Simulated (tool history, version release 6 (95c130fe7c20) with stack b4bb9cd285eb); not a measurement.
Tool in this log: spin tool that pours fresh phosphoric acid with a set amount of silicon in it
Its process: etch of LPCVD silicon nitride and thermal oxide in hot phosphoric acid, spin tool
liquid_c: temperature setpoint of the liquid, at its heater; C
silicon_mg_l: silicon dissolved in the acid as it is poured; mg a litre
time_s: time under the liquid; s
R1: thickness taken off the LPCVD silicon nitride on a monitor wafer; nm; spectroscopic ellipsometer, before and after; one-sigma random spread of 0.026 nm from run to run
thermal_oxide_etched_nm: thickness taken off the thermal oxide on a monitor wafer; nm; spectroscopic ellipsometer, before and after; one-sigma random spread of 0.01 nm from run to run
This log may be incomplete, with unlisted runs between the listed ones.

run 1 hour=0.0 | liquid_c=160.0 silicon_mg_l=9.0 time_s=95 | R1=8.1414 thermal_oxide_etched_nm=0.189770
run 2 hour=2.2 | liquid_c=161.5 silicon_mg_l=9.0 time_s=95 | R1=8.5650 thermal_oxide_etched_nm=0.219650
run 3 hour=9.3 | liquid_c=160.5 silicon_mg_l=8.5 time_s=80 | R1=7.1665 thermal_oxide_etched_nm=0.207800
run 4 hour=14.9 | liquid_c=160.5 silicon_mg_l=8.5 time_s=50 | R1=4.3443 thermal_oxide_etched_nm=0.123730
run 5 hour=16.7 | liquid_c=162.5 silicon_mg_l=8.5 time_s=50 | R1=4.7031 thermal_oxide_etched_nm=0.205550
run 6 hour=23.5 | liquid_c=162.0 silicon_mg_l=9.0 time_s=45 | R1=4.1317 thermal_oxide_etched_nm=0.143810
run 7 hour=29.7 | liquid_c=162.0 silicon_mg_l=10.5 time_s=45 | R1=4.1119 thermal_oxide_etched_nm=0.124090
run 8 hour=32.0 | liquid_c=162.0 silicon_mg_l=11.5 time_s=40 | R1=3.6970 thermal_oxide_etched_nm=0.097075
-- hour=32.7 thermometer replaced
run 9 hour=32.7 | liquid_c=162.0 silicon_mg_l=12.0 time_s=40 | R1=3.4578 thermal_oxide_etched_nm=0.122610
run 10 hour=40.6 | liquid_c=161.5 silicon_mg_l=12.0 time_s=40 | R1=3.4222 thermal_oxide_etched_nm=0.092756
run 11 hour=43.3 | liquid_c=161.0 silicon_mg_l=12.5 time_s=40 | R1=3.3570 thermal_oxide_etched_nm=0.107960

Predict the results of run 12:
run 12 hour=44.1 | liquid_c=160.5 silicon_mg_l=12.5 time_s=40 | R1=? thermal_oxide_etched_nm=?

Run 12 gave R1 3.3245 nm, thermal_oxide_etched_nm 0.082395 nm.
